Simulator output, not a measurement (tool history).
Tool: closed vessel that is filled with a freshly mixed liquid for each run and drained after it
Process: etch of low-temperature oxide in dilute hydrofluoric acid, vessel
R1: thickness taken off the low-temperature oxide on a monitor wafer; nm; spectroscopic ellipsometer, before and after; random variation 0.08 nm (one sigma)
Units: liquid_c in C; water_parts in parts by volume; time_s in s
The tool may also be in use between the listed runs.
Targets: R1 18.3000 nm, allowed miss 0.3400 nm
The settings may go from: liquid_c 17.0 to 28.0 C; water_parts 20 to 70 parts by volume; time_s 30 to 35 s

{"run": 1, "day": 0.0, "liquid_c": 20.0, "water_parts": 40, "time_s": 35, "R1": 11.474}
{"run": 2, "day": 0.196, "liquid_c": 20.0, "water_parts": 50, "time_s": 35, "R1": 8.9976}
{"run": 3, "day": 0.483, "liquid_c": 21.5, "water_parts": 45, "time_s": 35, "R1": 10.682}
{"run": 4, "day": 0.575, "liquid_c": 22.5, "water_parts": 45, "time_s": 35, "R1": 11.043}
{"run": 5, "day": 0.888, "liquid_c": 22.5, "water_parts": 45, "time_s": 30, "R1": 9.5568}
{"run": 6, "day": 1.062, "liquid_c": 22.5, "water_parts": 45, "time_s": 35, "R1": 11.212}
{"run": 7, "day": 1.429, "liquid_c": 23.5, "water_parts": 45, "time_s": 35, "R1": 11.543}
{"run": 8, "day": 1.696, "liquid_c": 27.5, "water_parts": 30, "time_s": 35, "R1": 20.953}
{"run": 9, "day": 1.738, "liquid_c": 27.0, "water_parts": 30, "time_s": 35, "R1": 20.621}
{"run": 10, "day": 1.833, "liquid_c": 26.5, "water_parts": 30, "time_s": 35, "R1": 20.139}
{"run": 11, "day": 1.954, "liquid_c": 26.0, "water_parts": 30, "time_s": 35, "R1": 19.833}
{"run": 12, "day": 2.233, "liquid_c": 23.5, "water_parts": 30, "time_s": 35, "R1": 17.835}

4 next moves are on the table. One of them brings every result within its allowed miss. Which?
{"run": "A", "day": 2.512, "liquid_c": 23.0, "water_parts": 30, "time_s": 35, "R1": "?"}
{"run": "B", "day": 2.512, "liquid_c": 22.5, "water_parts": 30, "time_s": 35, "R1": "?"}
{"run": "C", "day": 2.512, "liquid_c": 26.5, "water_parts": 30, "time_s": 30, "R1": "?"}
{"run": "D", "day": 2.512, "liquid_c": 19.5, "water_parts": 25, "time_s": 35, "R1": "?"}

move=A R1=17.5090
move=B R1=17.1500
move=C R1=17.3180
move=D R1=18.2560
A: further off than the last run
B: further off than the last run
C: further off than the last run
D: meets every target
The right move is D.

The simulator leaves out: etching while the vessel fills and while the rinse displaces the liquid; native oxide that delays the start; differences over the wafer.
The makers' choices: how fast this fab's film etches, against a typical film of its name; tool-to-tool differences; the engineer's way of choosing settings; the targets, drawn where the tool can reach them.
